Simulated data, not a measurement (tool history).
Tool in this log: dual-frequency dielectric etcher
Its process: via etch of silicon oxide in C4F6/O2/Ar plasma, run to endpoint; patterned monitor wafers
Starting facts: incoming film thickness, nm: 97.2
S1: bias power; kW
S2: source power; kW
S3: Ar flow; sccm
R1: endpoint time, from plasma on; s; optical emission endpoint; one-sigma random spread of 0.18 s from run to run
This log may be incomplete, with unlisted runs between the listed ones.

| run | hour | S1 | S2 | S3 | R1 |
|---|---|---|---|---|---|
| 1 | 0.0 | 0.438 | 0.280 | 317 | 23.881 |
| 2 | 5.9 | 0.438 | 0.230 | 317 | 25.556 |
| 3 | 13.8 | 0.496 | 0.230 | 317 | 24.277 |
| 4 | 15.3 | 0.496 | 0.250 | 317 | 23.629 |
| 5 | 22.4 | 0.496 | 0.250 | 271 | 23.015 |
| 6 | 24.5 | 0.496 | 0.270 | 271 | 22.345 |
| 7 | 26.9 | 0.436 | 0.250 | 278 | 24.535 |
| 8 | 34.1 | 0.391 | 0.240 | 281 | 26.159 |
| 9 | 37.1 | 0.358 | 0.240 | 282 | 27.300 |
| 10 | 44.4 | 0.276 | 0.230 | 284 | 31.361 |

Expected results for the next run?
| 11 | 49.7 | 0.286 | 0.230 | 284 | ? |

Run 11 produced R1 31.111 s.
